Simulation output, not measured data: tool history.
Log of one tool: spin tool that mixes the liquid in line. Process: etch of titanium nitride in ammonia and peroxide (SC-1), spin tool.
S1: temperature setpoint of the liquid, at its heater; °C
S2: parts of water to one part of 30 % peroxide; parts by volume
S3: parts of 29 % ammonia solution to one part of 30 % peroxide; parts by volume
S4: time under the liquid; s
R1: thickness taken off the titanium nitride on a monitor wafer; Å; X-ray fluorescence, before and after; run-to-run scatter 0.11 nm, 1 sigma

run,day,S1,S2,S3,S4,R1
1,0,56,8,0.45,100,68.394
2,0.183,59.5,8,0.45,100,86.521
3,0.3,62,8,0.45,100,100.42
4,0.462,64,8,0.45,100,115.1
5,0.683,64,10.5,0.45,100,100.58
6,0.738,66,10.5,0.45,100,112.33
7,0.9,67,10.5,0.45,100,121.8
8,0.95,68,10.5,0.45,100,129.72

Run 9, settings as shown, results not yet in. Your forecast:
9,1.238,68.5,10.5,0.45,100,?

{"run 9": {"R1": 133.73}}
